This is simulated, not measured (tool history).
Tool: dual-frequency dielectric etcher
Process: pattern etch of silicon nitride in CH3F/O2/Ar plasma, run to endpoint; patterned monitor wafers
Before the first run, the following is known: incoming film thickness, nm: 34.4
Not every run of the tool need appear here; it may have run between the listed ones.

run	hour	source power (kW)	bias power (kW)	endpoint time (s)
1	0	0.51	0.053	51.362
2	5.2	0.42	0.053	53.547
3	7.8	0.49	0.053	51.533
4	14	0.45	0.05	53.843
5	18.3	0.42	0.048	56.098
6	22.6	0.48	0.048	53.856

What will run 7 give?
7	30.2	0.45	0.047	?

{"run 7": {"endpoint time (s)": 55.968}}

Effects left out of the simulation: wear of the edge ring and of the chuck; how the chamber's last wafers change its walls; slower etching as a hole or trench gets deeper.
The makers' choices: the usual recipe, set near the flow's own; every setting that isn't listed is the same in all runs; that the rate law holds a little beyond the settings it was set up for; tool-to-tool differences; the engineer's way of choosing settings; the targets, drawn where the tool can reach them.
